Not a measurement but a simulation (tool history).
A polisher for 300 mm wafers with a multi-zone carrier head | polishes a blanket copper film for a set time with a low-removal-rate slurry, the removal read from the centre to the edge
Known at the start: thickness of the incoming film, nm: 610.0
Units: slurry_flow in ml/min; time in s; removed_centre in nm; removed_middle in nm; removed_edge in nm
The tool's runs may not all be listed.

Run 1, day 0.000: slurry_flow 175 ml/min, centre_zone 1.00, middle_zone 1.00, edge_zone 1.00, slurry_solids 1.00, time 80 s. Result: removed_centre 135.80 nm, removed_middle 130.97 nm, removed_edge 132.08 nm.
Run 2, day 0.208: slurry_flow 200 ml/min, centre_zone 1.00, middle_zone 1.00, edge_zone 1.00, slurry_solids 1.00, time 80 s. Result: removed_centre 139.12 nm, removed_middle 137.70 nm, removed_edge 140.46 nm.
Run 3, day 0.554: slurry_flow 180 ml/min, centre_zone 0.99, middle_zone 0.98, edge_zone 0.97, slurry_solids 0.90, time 80 s. Result: removed_centre 131.92 nm, removed_middle 128.45 nm, removed_edge 131.24 nm.
Run 4, day 0.917: slurry_flow 180 ml/min, centre_zone 0.99, middle_zone 0.98, edge_zone 0.92, slurry_solids 0.90, time 80 s. Result: removed_centre 132.85 nm, removed_middle 127.54 nm, removed_edge 124.64 nm.
Run 5, day 1.079: slurry_flow 180 ml/min, centre_zone 0.99, middle_zone 0.98, edge_zone 0.88, slurry_solids 0.90, time 80 s. Result: removed_centre 131.55 nm, removed_middle 128.15 nm, removed_edge 124.98 nm.
Run 6, day 1.138: slurry_flow 165 ml/min, centre_zone 0.99, middle_zone 0.97, edge_zone 0.87, slurry_solids 0.80, time 79 s. Result: removed_centre 125.49 nm, removed_middle 121.11 nm, removed_edge 120.89 nm.

Run 7 comes next. What will it give?
Run 7, day 1.392: slurry_flow 170 ml/min, centre_zone 1.01, middle_zone 0.97, edge_zone 0.86, slurry_solids 0.75, time 76 s. Result: removed_centre ?, removed_middle ?, removed_edge ?.

removed_centre: 121.31 nm
removed_middle: 113.73 nm
removed_edge: 114.11 nm
